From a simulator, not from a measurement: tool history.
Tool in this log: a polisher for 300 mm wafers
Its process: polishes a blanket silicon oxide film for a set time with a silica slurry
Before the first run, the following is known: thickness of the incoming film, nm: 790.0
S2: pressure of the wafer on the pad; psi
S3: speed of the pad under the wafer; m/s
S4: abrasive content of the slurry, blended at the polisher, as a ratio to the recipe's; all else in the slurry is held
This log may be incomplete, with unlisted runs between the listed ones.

run 1 hour=0 | flow_of_slurry_(ml/min)=165 S2=3.4 S3=1.38 S4=1 polishing_time_(s)=126 | film_removed_(Å)=4715.9
run 2 hour=5.7 | flow_of_slurry_(ml/min)=165 S2=3.4 S3=1.38 S4=1 polishing_time_(s)=132 | film_removed_(Å)=5073
run 3 hour=11.2 | flow_of_slurry_(ml/min)=165 S2=2.9 S3=1.3 S4=1 polishing_time_(s)=132 | film_removed_(Å)=4170.4
run 4 hour=13.9 | flow_of_slurry_(ml/min)=165 S2=2.5 S3=1.24 S4=1 polishing_time_(s)=132 | film_removed_(Å)=3504.3
run 5 hour=20.8 | flow_of_slurry_(ml/min)=135 S2=2.5 S3=1.24 S4=1 polishing_time_(s)=132 | film_removed_(Å)=3454.7
run 6 hour=29.3 | flow_of_slurry_(ml/min)=135 S2=2.2 S3=1.22 S4=1 polishing_time_(s)=132 | film_removed_(Å)=2993
run 7 hour=31.4 | flow_of_slurry_(ml/min)=135 S2=2 S3=1.22 S4=1 polishing_time_(s)=132 | film_removed_(Å)=2752.4

Estimate the outcome of run 8 from the log above:
run 8 hour=37.3 | flow_of_slurry_(ml/min)=135 S2=1.9 S3=1.22 S4=1 polishing_time_(s)=132 | film_removed_(Å)=?

film removed (Å): 2584.7

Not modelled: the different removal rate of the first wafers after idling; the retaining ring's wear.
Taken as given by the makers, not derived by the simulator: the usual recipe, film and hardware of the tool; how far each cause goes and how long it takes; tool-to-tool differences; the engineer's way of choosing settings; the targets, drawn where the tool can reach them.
